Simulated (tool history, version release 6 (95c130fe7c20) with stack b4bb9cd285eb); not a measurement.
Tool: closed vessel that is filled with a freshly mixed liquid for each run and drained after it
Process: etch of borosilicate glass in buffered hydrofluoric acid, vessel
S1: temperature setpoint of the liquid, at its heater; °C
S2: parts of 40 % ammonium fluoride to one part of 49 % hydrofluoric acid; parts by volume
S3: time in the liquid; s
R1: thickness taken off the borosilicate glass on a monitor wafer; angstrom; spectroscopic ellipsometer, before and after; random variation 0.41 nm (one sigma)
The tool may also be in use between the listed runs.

{"run": 1, "day": 0.0, "S1": 20, "S2": 19.5, "S3": 95, "R1": 485.16}
{"run": 2, "day": 0.075, "S1": 20, "S2": 19.5, "S3": 100, "R1": 509.91}
{"run": 3, "day": 0.146, "S1": 21, "S2": 18, "S3": 100, "R1": 586.38}
{"run": 4, "day": 0.258, "S1": 21, "S2": 18, "S3": 95, "R1": 554.37}
{"run": 5, "day": 0.283, "S1": 24.5, "S2": 18, "S3": 95, "R1": 675.2}
{"run": 6, "day": 0.633, "S1": 25, "S2": 16.5, "S3": 95, "R1": 754.78}
{"run": 7, "day": 0.8, "S1": 25.5, "S2": 15.5, "S3": 95, "R1": 820.51}
{"run": 8, "day": 1.092, "S1": 28, "S2": 9, "S3": 95, "R1": 1544}
{"run": 9, "day": 1.375, "S1": 27.5, "S2": 9, "S3": 95, "R1": 1502.7}
{"run": 10, "day": 1.738, "S1": 27, "S2": 9, "S3": 95, "R1": 1468.9}

The next listed run, before its measurement:
{"run": 11, "day": 2.1, "S1": 26.5, "S2": 9, "S3": 95, "R1": "?"}

{"run 11": {"R1": 1432.5}}
